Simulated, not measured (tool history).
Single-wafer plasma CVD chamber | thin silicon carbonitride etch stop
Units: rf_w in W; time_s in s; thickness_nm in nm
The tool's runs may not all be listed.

{"run": 1, "hour": 0.0, "rf_w": 175, "time_s": 11.3, "thickness_nm": 6.5557}
{"run": 2, "hour": 7.6, "rf_w": 170, "time_s": 11.1, "thickness_nm": 6.3382}
{"run": 3, "hour": 10.2, "rf_w": 170, "time_s": 12.3, "thickness_nm": 7.0948}
{"run": 4, "hour": 11.6, "rf_w": 170, "time_s": 13.7, "thickness_nm": 7.8818}
{"run": 5, "hour": 13.4, "rf_w": 150, "time_s": 13.7, "thickness_nm": 7.6237}
{"run": 6, "hour": 21.1, "rf_w": 150, "time_s": 13.1, "thickness_nm": 7.3077}
{"run": 7, "hour": 22.9, "rf_w": 150, "time_s": 12.7, "thickness_nm": 7.0773}

The next listed run, before its measurement:
{"run": 8, "hour": 31.1, "rf_w": 150, "time_s": 12.4, "thickness_nm": "?"}

{"run 8": {"thickness_nm": 6.9153}}

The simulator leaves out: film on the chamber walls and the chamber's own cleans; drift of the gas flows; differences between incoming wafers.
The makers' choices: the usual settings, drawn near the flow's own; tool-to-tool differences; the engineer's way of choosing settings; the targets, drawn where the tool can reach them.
